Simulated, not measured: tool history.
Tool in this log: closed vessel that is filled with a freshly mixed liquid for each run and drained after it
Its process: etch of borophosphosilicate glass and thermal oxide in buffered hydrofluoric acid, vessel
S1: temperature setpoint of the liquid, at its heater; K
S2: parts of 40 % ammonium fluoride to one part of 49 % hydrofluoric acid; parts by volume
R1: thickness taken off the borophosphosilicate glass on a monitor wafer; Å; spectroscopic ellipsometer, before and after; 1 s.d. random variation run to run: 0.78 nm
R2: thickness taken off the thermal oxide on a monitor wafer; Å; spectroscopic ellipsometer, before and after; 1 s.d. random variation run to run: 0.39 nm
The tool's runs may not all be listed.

Run 1, day 0: S1 295.15 K, S2 23 parts by volume, time in the liquid (s) 60. Result: R1 736.45 Å, R2 265.55 Å.
Run 2, day 0.258: S1 295.15 K, S2 23 parts by volume, time in the liquid (s) 85. Result: R1 1047.3 Å, R2 377.86 Å.
Run 3, day 0.554: S1 295.15 K, S2 23 parts by volume, time in the liquid (s) 70. Result: R1 858.38 Å, R2 311.94 Å.
Run 4, day 0.754: S1 292.15 K, S2 23 parts by volume, time in the liquid (s) 70. Result: R1 724.18 Å, R2 263.26 Å.
Run 5, day 0.842: S1 292.15 K, S2 23 parts by volume, time in the liquid (s) 80. Result: R1 838.54 Å, R2 302.11 Å.
Run 6, day 1.033: S1 292.15 K, S2 23 parts by volume, time in the liquid (s) 100. Result: R1 1051.7 Å, R2 381.75 Å.

Run 7 is up next; what results do you expect?
Run 7, day 1.254: S1 293.15 K, S2 23 parts by volume, time in the liquid (s) 100. Result: R1 ?, R2 ?.

{"run 7": {"R1": 1104.6, "R2": 400.58}}
